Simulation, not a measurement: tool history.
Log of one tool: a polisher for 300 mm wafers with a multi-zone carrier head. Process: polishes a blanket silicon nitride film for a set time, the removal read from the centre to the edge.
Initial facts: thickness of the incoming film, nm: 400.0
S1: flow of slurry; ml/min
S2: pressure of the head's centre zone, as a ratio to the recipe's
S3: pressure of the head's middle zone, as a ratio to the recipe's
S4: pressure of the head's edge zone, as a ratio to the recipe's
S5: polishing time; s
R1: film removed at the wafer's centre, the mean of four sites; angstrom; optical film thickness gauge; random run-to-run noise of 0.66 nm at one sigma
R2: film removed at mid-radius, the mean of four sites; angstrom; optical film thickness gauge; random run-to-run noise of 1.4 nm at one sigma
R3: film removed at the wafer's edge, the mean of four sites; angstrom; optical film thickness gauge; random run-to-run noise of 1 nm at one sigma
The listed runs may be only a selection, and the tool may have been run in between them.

run 1 hour=0 | S1=220 S2=1 S3=1 S4=1 S5=84 | R1=1185.1 R2=1167.7 R3=1177
run 2 hour=1.3 | S1=220 S2=1 S3=1 S4=1.04 S5=84 | R1=1194 R2=1195.6 R3=1224.8
run 3 hour=7.7 | S1=220 S2=1 S3=1.07 S4=1.04 S5=84 | R1=1179.7 R2=1221 R3=1198
run 4 hour=13.3 | S1=220 S2=1 S3=1.07 S4=1.04 S5=66 | R1=926.19 R2=1009.4 R3=948.11
run 5 hour=19.7 | S1=200 S2=1 S3=1.07 S4=1.04 S5=66 | R1=896.42 R2=967.01 R3=940.82
run 6 hour=20.8 | S1=195 S2=0.98 S3=1.1 S4=1.04 S5=66 | R1=899.35 R2=982.31 R3=941.59

Expected results for the next run?
run 7 hour=24.2 | S1=200 S2=0.95 S3=1.12 S4=1.04 S5=66 | R1=? R2=? R3=?

R1: 883.1 angstrom
R2: 1009.7 angstrom
R3: 954.95 angstrom
